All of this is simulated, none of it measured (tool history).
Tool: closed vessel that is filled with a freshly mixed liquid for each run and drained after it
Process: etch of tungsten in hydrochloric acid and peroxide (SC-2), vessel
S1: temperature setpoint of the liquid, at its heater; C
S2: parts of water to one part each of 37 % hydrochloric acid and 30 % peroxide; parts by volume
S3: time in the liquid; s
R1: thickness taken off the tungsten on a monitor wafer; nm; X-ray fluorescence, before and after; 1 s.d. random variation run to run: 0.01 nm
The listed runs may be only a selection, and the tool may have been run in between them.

run	hour	S1	S2	S3	R1
1	0	52	11.5	30	5.6097
2	8.8	50	11.5	30	4.8892
3	9.6	43.5	11.5	30	3.1409
4	14.6	42.5	11.5	30	2.959
5	22.5	42.5	15.5	30	2.2645
6	31	42	15.5	30	2.2104

Run 7 is up next; what results do you expect?
7	35.2	41	15.5	30	?

R1: 2.0616 nm
